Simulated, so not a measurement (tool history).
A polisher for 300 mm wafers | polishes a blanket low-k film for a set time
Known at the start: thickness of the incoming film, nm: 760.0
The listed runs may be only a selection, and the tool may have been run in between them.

run,hour,flow of slurry (ml/min),pressure of the wafer on the pad (psi),speed of the pad under the wafer (m/s),abrasive content of the slurry,polishing time (s),film removed (angstrom)
1,0,120,1.4,0.92,1,89,244.57
2,3.3,120,1.3,0.92,1,89,234.21
3,10.8,120,1.2,0.92,1,89,219.8
4,16,140,1.2,0.92,1,89,225.41
5,18.5,140,1.2,0.92,1,93,244.08
6,24.6,140,1.1,0.9,1,93,222.14
7,29.4,140,1,0.9,1,93,203.73
8,38.3,130,0.8,0.9,1,93,178.15

Run 9 comes next. What will it give?
9,43.7,125,0.7,0.88,1,93,?

film removed (angstrom): 154.84
